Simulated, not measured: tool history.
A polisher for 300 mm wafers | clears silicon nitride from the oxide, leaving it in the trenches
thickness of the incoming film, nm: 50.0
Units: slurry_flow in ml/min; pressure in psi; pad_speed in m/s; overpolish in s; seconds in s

run  hour  slurry_flow  pressure  pad_speed  overpolish  seconds
  1   0.0          275       1.7       0.96          34  116.630
  2   3.7          275       1.4       0.96          34  136.080
  3   6.6          275       1.5       0.96          34  128.260
  4  12.8          315       1.5       0.96          34  126.210
  5  17.3          250       1.5       0.96          34  129.930
  6  20.4          250       1.6       0.96          34  121.440
  7  26.8          250       1.7       0.96          34  114.880
  8  35.0          250       1.8       0.96          34  110.750
  9  43.3          250       1.9       0.96          34  102.940
 10  50.8          250       2.0       0.96          34   99.580
 11  59.7          250       2.1       0.96          34   91.341
 12  63.1          250       2.2       0.96          34   91.474
 13  65.4          250       2.3       0.96          34   86.674
 14  71.3          250       2.5       0.98          34   79.906

Run 15 comes next. What will it give?
 15  72.9          250       2.6       1.02          34        ?

seconds: 74.016 s
